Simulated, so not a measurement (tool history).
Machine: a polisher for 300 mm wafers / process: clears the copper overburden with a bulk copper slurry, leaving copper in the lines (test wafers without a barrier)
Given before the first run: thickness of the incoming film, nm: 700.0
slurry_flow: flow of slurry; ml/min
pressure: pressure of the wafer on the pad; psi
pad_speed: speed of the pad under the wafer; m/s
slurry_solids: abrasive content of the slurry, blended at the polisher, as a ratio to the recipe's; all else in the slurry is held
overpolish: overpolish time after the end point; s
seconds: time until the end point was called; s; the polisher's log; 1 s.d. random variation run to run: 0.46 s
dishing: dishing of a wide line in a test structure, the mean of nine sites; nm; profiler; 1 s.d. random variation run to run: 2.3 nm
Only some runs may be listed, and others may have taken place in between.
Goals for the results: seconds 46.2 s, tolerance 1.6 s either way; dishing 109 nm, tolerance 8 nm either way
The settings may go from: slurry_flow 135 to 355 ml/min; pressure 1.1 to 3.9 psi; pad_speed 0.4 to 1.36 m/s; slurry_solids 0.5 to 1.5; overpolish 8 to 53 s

Run 1, day 0: slurry_flow 225 ml/min, pressure 2.5 psi, pad_speed 0.88 m/s, slurry_solids 1, overpolish 27 s. Result: seconds 86.702 s, dishing 80.149 nm.
Run 2, day 0.246: slurry_flow 225 ml/min, pressure 2.8 psi, pad_speed 0.9 m/s, slurry_solids 1, overpolish 26 s. Result: seconds 76.729 s, dishing 83.631 nm.
Run 3, day 0.292: slurry_flow 225 ml/min, pressure 3.1 psi, pad_speed 0.92 m/s, slurry_solids 1, overpolish 26 s. Result: seconds 68.536 s, dishing 92.413 nm.
Run 4, day 0.383: slurry_flow 230 ml/min, pressure 3.3 psi, pad_speed 0.94 m/s, slurry_solids 1, overpolish 25 s. Result: seconds 63.621 s, dishing 94.011 nm.
Run 5, day 0.442: slurry_flow 230 ml/min, pressure 3.3 psi, pad_speed 0.94 m/s, slurry_solids 1.2, overpolish 25 s. Result: seconds 60.106 s, dishing 96.392 nm.
Run 6, day 0.517: slurry_flow 185 ml/min, pressure 3.3 psi, pad_speed 0.94 m/s, slurry_solids 1.2, overpolish 25 s. Result: seconds 60.57 s, dishing 92.916 nm.
Run 7, day 0.888: slurry_flow 185 ml/min, pressure 3.4 psi, pad_speed 0.96 m/s, slurry_solids 1.2, overpolish 25 s. Result: seconds 59.766 s, dishing 93.982 nm.
Run 8, day 1.204: slurry_flow 205 ml/min, pressure 3.5 psi, pad_speed 0.98 m/s, slurry_solids 1.2, overpolish 24 s. Result: seconds 55.886 s, dishing 93.893 nm.
Run 9, day 1.346: slurry_flow 210 ml/min, pressure 3.6 psi, pad_speed 1 m/s, slurry_solids 1.2, overpolish 25 s. Result: seconds 53.838 s, dishing 100.44 nm.
Run 10, day 1.408: slurry_flow 210 ml/min, pressure 3.7 psi, pad_speed 1.02 m/s, slurry_solids 1.2, overpolish 25 s. Result: seconds 51.089 s, dishing 101.46 nm.

Of the 4 settings listed for the next run, only one would bring every result within its allowed miss of target. Which one?
Run A, day 1.471: slurry_flow 190 ml/min, pressure 3.6 psi, pad_speed 0.96 m/s, slurry_solids 1, overpolish 24 s. Result: seconds ?, dishing ?.
Run B, day 1.471: slurry_flow 190 ml/min, pressure 3.9 psi, pad_speed 1.04 m/s, slurry_solids 1.25, overpolish 13 s. Result: seconds ?, dishing ?.
Run C, day 1.471: slurry_flow 260 ml/min, pressure 3.7 psi, pad_speed 1.16 m/s, slurry_solids 1.3, overpolish 20 s. Result: seconds ?, dishing ?.
Run D, day 1.471: slurry_flow 230 ml/min, pressure 3.9 psi, pad_speed 1.06 m/s, slurry_solids 1.25, overpolish 38 s. Result: seconds ?, dishing ?.

move  seconds  dishing
   A   58.162   96.626
   B   47.281   84.615
   C   42.597   100.43
   D    45.36   109.96
A: the biggest miss grows against the last run
B: meets the target for the result that was furthest off, but another lies outside its allowed miss
C: takes the result that was furthest off past its target
D: every result within its allowed miss
D meets every target.
